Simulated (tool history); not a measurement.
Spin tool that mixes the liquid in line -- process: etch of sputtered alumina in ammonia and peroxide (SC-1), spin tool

run    day  temperature setpoint of the liquid (°C)  parts of 29 % ammonia solution to one part of 30 % peroxide (parts by volume)  time under the liquid (s)  thickness taken off the sputtered alumina on a monitor wafer (nm)
  1      0                                       56                                                                            0.5                        270                                                             20.112
  2  0.142                                       56                                                                           0.55                        270                                                             20.391
  3  0.196                                     53.5                                                                           0.55                        270                                                             17.916
  4  0.546                                     53.5                                                                           0.45                        270                                                             17.625
  5  0.729                                     53.5                                                                           0.35                        270                                                             17.221
  6  0.846                                       52                                                                           0.35                        270                                                             15.841
  7  1.154                                       51                                                                           0.35                        270                                                             15.087
  8  1.317                                     50.5                                                                           0.35                        270                                                             14.769

Run 9 comes next. What will it give?
  9  1.342                                       49                                                                           0.35                        270                                                                  ?

Run 9 came out at thickness taken off the sputtered alumina on a monitor wafer (nm) 13.503.
